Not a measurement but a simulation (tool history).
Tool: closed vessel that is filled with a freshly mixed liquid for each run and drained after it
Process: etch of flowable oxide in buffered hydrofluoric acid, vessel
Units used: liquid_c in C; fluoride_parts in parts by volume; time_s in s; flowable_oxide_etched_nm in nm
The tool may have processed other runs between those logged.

run,hour,liquid_c,fluoride_parts,time_s,flowable_oxide_etched_nm
1,0.0,21.0,19.0,85,184.71
2,1.7,21.0,23.0,85,159.42
3,2.7,21.0,18.0,85,196.05
4,5.5,22.5,17.5,85,218.07
5,8.1,22.5,17.5,95,243.60
6,13.2,21.0,17.5,95,224.13
7,18.5,25.0,17.0,95,289.27
8,22.3,25.5,17.0,95,296.26
9,23.6,26.0,17.0,95,304.92

What will run 10 give?
10,32.7,26.5,17.0,95,?

Run 10 gave flowable_oxide_etched_nm 309.62 nm.
